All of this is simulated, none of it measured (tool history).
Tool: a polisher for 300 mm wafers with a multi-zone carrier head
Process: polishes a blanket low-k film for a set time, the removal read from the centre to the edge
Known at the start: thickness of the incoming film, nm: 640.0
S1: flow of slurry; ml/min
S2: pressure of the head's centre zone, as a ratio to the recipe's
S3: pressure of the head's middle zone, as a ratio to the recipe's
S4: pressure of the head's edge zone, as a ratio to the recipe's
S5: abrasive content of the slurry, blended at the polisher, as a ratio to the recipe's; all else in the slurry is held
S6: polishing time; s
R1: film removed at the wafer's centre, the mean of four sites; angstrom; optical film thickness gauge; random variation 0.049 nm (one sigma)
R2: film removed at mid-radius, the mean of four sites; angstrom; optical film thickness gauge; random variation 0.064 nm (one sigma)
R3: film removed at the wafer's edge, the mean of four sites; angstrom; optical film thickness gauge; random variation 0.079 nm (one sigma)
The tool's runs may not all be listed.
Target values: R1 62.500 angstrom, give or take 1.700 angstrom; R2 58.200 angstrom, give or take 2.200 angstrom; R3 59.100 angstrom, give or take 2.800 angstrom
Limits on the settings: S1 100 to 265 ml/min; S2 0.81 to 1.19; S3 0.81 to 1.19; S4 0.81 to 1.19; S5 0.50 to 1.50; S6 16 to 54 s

run 1 hour=0.0 | S1=170 S2=1.00 S3=1.00 S4=1.00 S5=1.00 S6=35 | R1=81.963 R2=83.643 R3=78.751
run 2 hour=4.2 | S1=165 S2=0.99 S3=0.98 S4=0.98 S5=0.95 S6=35 | R1=78.934 R2=78.684 R3=77.467
run 3 hour=9.3 | S1=170 S2=0.99 S3=0.98 S4=0.97 S5=0.90 S6=35 | R1=77.838 R2=76.777 R3=73.489
run 4 hour=13.7 | S1=170 S2=0.98 S3=0.97 S4=0.96 S5=0.85 S6=35 | R1=75.261 R2=74.731 R3=75.164
run 5 hour=17.7 | S1=170 S2=0.99 S3=0.97 S4=0.95 S5=0.80 S6=35 | R1=73.016 R2=72.992 R3=70.074
run 6 hour=22.3 | S1=170 S2=0.99 S3=0.97 S4=0.95 S5=1.00 S6=35 | R1=81.496 R2=80.210 R3=77.855
run 7 hour=24.8 | S1=170 S2=0.99 S3=0.96 S4=0.94 S5=0.95 S6=35 | R1=78.547 R2=78.087 R3=75.929
run 8 hour=33.6 | S1=170 S2=0.99 S3=0.95 S4=0.93 S5=0.90 S6=35 | R1=77.608 R2=75.477 R3=73.469
run 9 hour=40.2 | S1=165 S2=0.99 S3=0.94 S4=0.92 S5=0.85 S6=35 | R1=75.294 R2=72.764 R3=71.488
run 10 hour=47.9 | S1=160 S2=0.99 S3=0.93 S4=0.91 S5=0.80 S6=35 | R1=74.081 R2=69.217 R3=68.755
run 11 hour=54.8 | S1=155 S2=0.98 S3=0.93 S4=0.90 S5=0.75 S6=35 | R1=70.222 R2=68.407 R3=66.865
run 12 hour=58.1 | S1=155 S2=0.98 S3=0.93 S4=0.90 S5=0.75 S6=35 | R1=69.994 R2=66.698 R3=68.828
run 13 hour=58.8 | S1=155 S2=0.98 S3=0.93 S4=0.89 S5=0.70 S6=35 | R1=67.596 R2=66.179 R3=65.772
run 14 hour=60.3 | S1=150 S2=0.98 S3=0.92 S4=0.88 S5=0.70 S6=35 | R1=68.345 R2=65.548 R3=62.971
run 15 hour=63.0 | S1=145 S2=0.97 S3=0.91 S4=0.88 S5=0.70 S6=35 | R1=66.181 R2=63.211 R3=64.551
run 16 hour=66.8 | S1=140 S2=0.97 S3=0.91 S4=0.87 S5=0.70 S6=35 | R1=65.801 R2=63.423 R3=61.387
run 17 hour=73.6 | S1=135 S2=0.97 S3=0.90 S4=0.87 S5=0.70 S6=35 | R1=64.661 R2=62.246 R3=63.203
run 18 hour=80.3 | S1=130 S2=0.97 S3=0.90 S4=0.86 S5=0.70 S6=35 | R1=64.794 R2=62.029 R3=62.651

Exercise: of the 4 proposed moves below, exactly one satisfies all targets within the stated allowed misses. Which move is it?
run A hour=87.0 | S1=120 S2=0.90 S3=0.89 S4=0.88 S5=0.75 S6=35 | R1=? R2=? R3=?
run B hour=87.0 | S1=125 S2=1.04 S3=0.99 S4=0.81 S5=0.75 S6=32 | R1=? R2=? R3=?
run C hour=87.0 | S1=125 S2=0.95 S3=0.86 S4=0.81 S5=0.90 S6=31 | R1=? R2=? R3=?
run D hour=87.0 | S1=150 S2=0.86 S3=0.97 S4=0.90 S5=0.85 S6=33 | R1=? R2=? R3=?

move=A R1=61.685 R2=62.091 R3=66.429
move=B R1=64.386 R2=62.580 R3=58.827
move=C R1=62.294 R2=58.198 R3=61.599
move=D R1=62.192 R2=69.394 R3=68.808
A: misses by more than the last run did
B: misses by more than the last run did
C: all results land within tolerance of their targets
D: misses by more than the last run did
C meets every target.
